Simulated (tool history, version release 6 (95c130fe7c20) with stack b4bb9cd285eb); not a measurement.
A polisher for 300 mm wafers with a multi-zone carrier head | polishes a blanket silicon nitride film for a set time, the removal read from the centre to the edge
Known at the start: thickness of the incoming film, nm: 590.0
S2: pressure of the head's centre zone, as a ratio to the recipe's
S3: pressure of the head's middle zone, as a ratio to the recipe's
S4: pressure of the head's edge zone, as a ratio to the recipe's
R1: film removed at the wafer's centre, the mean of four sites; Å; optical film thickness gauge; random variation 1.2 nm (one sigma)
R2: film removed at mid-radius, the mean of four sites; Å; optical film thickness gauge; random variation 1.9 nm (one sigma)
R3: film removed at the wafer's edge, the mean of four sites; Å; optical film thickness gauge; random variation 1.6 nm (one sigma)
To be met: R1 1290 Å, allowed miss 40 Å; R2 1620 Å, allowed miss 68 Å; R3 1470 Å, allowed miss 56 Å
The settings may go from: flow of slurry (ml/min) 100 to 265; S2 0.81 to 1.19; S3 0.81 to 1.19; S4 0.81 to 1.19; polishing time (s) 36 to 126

{"run": 1, "day": 0.0, "flow of slurry (ml/min)": 170, "S2": 1, "S3": 1, "S4": 1, "polishing time (s)": 81, "R1": 1143.9, "R2": 1113, "R3": 1108.8}
{"run": 2, "day": 0.271, "flow of slurry (ml/min)": 175, "S2": 0.99, "S3": 1.02, "S4": 1.02, "polishing time (s)": 83, "R1": 1161.4, "R2": 1173.7, "R3": 1143.6}
{"run": 3, "day": 0.338, "flow of slurry (ml/min)": 175, "S2": 0.99, "S3": 1.02, "S4": 0.99, "polishing time (s)": 83, "R1": 1173.4, "R2": 1149.4, "R3": 1117.6}
{"run": 4, "day": 0.467, "flow of slurry (ml/min)": 175, "S2": 0.93, "S3": 1.02, "S4": 0.99, "polishing time (s)": 83, "R1": 1089.3, "R2": 1192.2, "R3": 1137.4}
{"run": 5, "day": 0.683, "flow of slurry (ml/min)": 180, "S2": 0.93, "S3": 1.03, "S4": 1.01, "polishing time (s)": 85, "R1": 1129.4, "R2": 1224.5, "R3": 1174.6}
{"run": 6, "day": 1.042, "flow of slurry (ml/min)": 180, "S2": 1, "S3": 1.03, "S4": 1.01, "polishing time (s)": 85, "R1": 1210.2, "R2": 1208.5, "R3": 1185.2}
{"run": 7, "day": 1.167, "flow of slurry (ml/min)": 185, "S2": 0.99, "S3": 1.05, "S4": 1.03, "polishing time (s)": 86, "R1": 1205.3, "R2": 1267.8, "R3": 1215.6}
{"day": 1.267, "done": "edge zone pressure recalibrated"}
{"run": 8, "day": 1.267, "flow of slurry (ml/min)": 225, "S2": 0.95, "S3": 1.15, "S4": 1.13, "polishing time (s)": 95, "R1": 1325.1, "R2": 1527.6, "R3": 1443.8}

Which of these 5 next moves meets every target?
{"run": "A", "day": 1.367, "flow of slurry (ml/min)": 215, "S2": 0.95, "S3": 1.15, "S4": 1.07, "polishing time (s)": 99, "R1": "?", "R2": "?", "R3": "?"}
{"run": "B", "day": 1.367, "flow of slurry (ml/min)": 220, "S2": 0.92, "S3": 1.19, "S4": 1.15, "polishing time (s)": 96, "R1": "?", "R2": "?", "R3": "?"}
{"run": "C", "day": 1.367, "flow of slurry (ml/min)": 215, "S2": 0.94, "S3": 1.14, "S4": 1.13, "polishing time (s)": 90, "R1": "?", "R2": "?", "R3": "?"}
{"run": "D", "day": 1.367, "flow of slurry (ml/min)": 220, "S2": 0.84, "S3": 1.17, "S4": 1.1, "polishing time (s)": 97, "R1": "?", "R2": "?", "R3": "?"}
{"run": "E", "day": 1.367, "flow of slurry (ml/min)": 190, "S2": 0.9, "S3": 1.02, "S4": 1.19, "polishing time (s)": 98, "R1": "?", "R2": "?", "R3": "?"}

move=A R1=1385.2 R2=1592.7 R3=1476.7
move=B R1=1305.6 R2=1595.1 R3=1487.6
move=C R1=1246.1 R2=1437 R3=1380.2
move=D R1=1205.7 R2=1589 R3=1469.7
move=E R1=1276.9 R2=1401.6 R3=1529
A: brings the result that was furthest off to its target, and leaves another outside
B: meets every target
C: further off than the last run
D: brings the result that was furthest off to its target, and leaves another outside
E: further off than the last run
Move B is the one to make.

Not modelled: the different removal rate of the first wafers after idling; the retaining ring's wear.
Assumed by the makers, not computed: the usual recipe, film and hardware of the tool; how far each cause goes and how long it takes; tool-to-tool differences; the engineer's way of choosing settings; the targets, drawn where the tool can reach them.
